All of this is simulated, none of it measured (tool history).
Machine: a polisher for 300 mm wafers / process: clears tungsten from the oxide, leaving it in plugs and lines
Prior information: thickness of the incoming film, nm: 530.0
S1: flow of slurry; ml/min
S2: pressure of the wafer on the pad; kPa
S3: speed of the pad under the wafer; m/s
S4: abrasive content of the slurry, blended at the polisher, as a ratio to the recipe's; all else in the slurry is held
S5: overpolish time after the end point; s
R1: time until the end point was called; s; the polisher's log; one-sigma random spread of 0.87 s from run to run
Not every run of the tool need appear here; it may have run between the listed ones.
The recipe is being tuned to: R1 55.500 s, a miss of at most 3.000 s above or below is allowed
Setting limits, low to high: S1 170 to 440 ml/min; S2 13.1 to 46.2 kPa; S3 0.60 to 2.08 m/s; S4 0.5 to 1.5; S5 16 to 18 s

run	hour	S1	S2	S3	S4	S5	R1
1	0.0	280	29.6	1.34	1.0	16	73.534
2	6.7	280	31.7	1.34	1.0	16	69.093
3	9.1	280	27.6	1.34	1.0	16	80.867
4	15.0	280	29.6	1.34	1.0	16	74.814
5	21.7	280	24.1	1.34	1.0	16	91.002
6	22.4	280	26.9	1.36	1.0	16	81.073
7	27.3	280	29.0	1.38	1.0	16	73.658
8	33.2	280	30.3	1.38	1.0	16	69.566
9	37.3	280	30.3	1.38	1.0	16	70.118
10	38.9	280	31.7	1.38	1.0	16	68.926
11	43.0	280	33.1	1.38	1.0	16	65.332
12	44.0	280	34.5	1.38	1.0	16	64.300
13	49.2	280	35.9	1.38	1.0	16	59.245
14	53.9	280	36.5	1.38	1.0	16	58.868

5 next moves are on the table. One of them brings every result within its allowed miss. Which?
A	58.6	310	35.9	1.26	0.9	17	?
B	58.6	260	37.9	1.14	1.0	16	?
C	58.6	265	33.8	1.30	0.9	16	?
D	58.6	315	29.6	1.50	1.1	16	?
E	58.6	250	35.9	1.50	1.2	16	?

move	R1
A	63.973
B	63.892
C	67.577
D	65.514
E	54.639
A: the biggest miss grows against the last run
B: the biggest miss grows against the last run
C: the biggest miss grows against the last run
D: the biggest miss grows against the last run
E: all results in spec
E is the move that brings every result within its allowed miss.

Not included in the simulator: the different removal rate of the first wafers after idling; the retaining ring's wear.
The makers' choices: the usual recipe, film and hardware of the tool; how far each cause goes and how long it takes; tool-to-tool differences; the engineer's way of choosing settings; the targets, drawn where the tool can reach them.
